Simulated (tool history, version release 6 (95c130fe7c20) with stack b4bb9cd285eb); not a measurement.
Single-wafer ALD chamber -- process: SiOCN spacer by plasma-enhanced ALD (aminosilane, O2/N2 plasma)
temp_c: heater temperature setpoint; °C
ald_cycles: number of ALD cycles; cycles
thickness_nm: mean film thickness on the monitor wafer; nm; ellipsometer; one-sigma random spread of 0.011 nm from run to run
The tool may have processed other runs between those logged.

run 1 day=0 | temp_c=395 ald_cycles=58 | thickness_nm=3.3046
run 2 day=0.325 | temp_c=395 ald_cycles=56 | thickness_nm=3.1863
run 3 day=0.579 | temp_c=386 ald_cycles=56 | thickness_nm=3.2103
run 4 day=0.9 | temp_c=386 ald_cycles=54 | thickness_nm=3.1021
run 5 day=1.271 | temp_c=392 ald_cycles=54 | thickness_nm=3.0867
run 6 day=1.375 | temp_c=392 ald_cycles=60 | thickness_nm=3.4321
run 7 day=1.412 | temp_c=392 ald_cycles=60 | thickness_nm=3.4227
run 8 day=1.442 | temp_c=392 ald_cycles=57 | thickness_nm=3.2532
run 9 day=1.762 | temp_c=392 ald_cycles=55 | thickness_nm=3.1551
run 10 day=2.021 | temp_c=392 ald_cycles=53 | thickness_nm=3.024

Run 11 is up next; what results do you expect?
run 11 day=2.233 | temp_c=392 ald_cycles=52 | thickness_nm=?

thickness_nm: 2.9651 nm
